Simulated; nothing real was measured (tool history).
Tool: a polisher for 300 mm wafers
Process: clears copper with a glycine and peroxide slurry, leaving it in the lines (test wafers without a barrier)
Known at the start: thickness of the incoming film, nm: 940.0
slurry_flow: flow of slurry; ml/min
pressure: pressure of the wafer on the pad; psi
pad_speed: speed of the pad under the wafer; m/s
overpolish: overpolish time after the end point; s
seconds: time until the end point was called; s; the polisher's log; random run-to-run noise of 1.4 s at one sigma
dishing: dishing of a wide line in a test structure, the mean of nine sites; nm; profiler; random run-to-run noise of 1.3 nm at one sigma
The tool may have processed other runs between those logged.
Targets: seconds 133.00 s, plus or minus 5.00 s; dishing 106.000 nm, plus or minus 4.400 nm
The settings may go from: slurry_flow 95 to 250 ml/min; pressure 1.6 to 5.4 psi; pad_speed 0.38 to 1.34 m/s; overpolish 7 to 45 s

run    day  slurry_flow  pressure  pad_speed  overpolish  seconds  dishing
  1  0.000          160       3.5       0.86          23   156.77   76.736
  2  0.208          160       3.1       0.86          23   176.39   70.276
  3  0.312          160       3.1       0.70          23   204.60   64.464
  4  0.642          160       3.5       0.70          25   187.42   73.301
  5  0.721          160       3.5       0.82          25   164.65   77.653
  6  0.992          160       2.9       0.82          25   188.85   70.719
  7  1.075          160       3.3       0.82          27   171.05   80.229
  8  1.204          165       3.6       0.82          28   162.80   83.405
  9  1.475          165       3.8       0.82          29   151.09   87.949
 10  1.825          165       3.9       0.82          30   150.17   89.685
 11  1.896          165       4.0       0.82          31   149.34   92.360
 12  2.038          165       4.1       0.82          32   146.47   94.431
 13  2.100          170       4.2       0.82          33   140.71   96.703
 14  2.292          170       4.3       0.82          34   138.53   98.817
 15  2.408          170       4.3       0.82          35   141.62  102.110

Which single option among these 4 for the next run brings every result within its allowed miss of target? Just one does.
  A  2.525          180       3.6       0.98          36        ?        ?
  B  2.525          250       5.0       0.60          38        ?        ?
  C  2.525          215       3.8       0.74          43        ?        ?
  D  2.525          105       5.2       0.80          37        ?        ?

move  seconds  dishing
   A   136.40   99.700
   B   150.27  103.600
   C   160.61  102.780
   D   132.00  105.990
A: puts the biggest miss on target and leaves a different result outside tolerance
B: misses by more than the last run did
C: misses by more than the last run did
D: in spec on every target
The move that meets every target is D.

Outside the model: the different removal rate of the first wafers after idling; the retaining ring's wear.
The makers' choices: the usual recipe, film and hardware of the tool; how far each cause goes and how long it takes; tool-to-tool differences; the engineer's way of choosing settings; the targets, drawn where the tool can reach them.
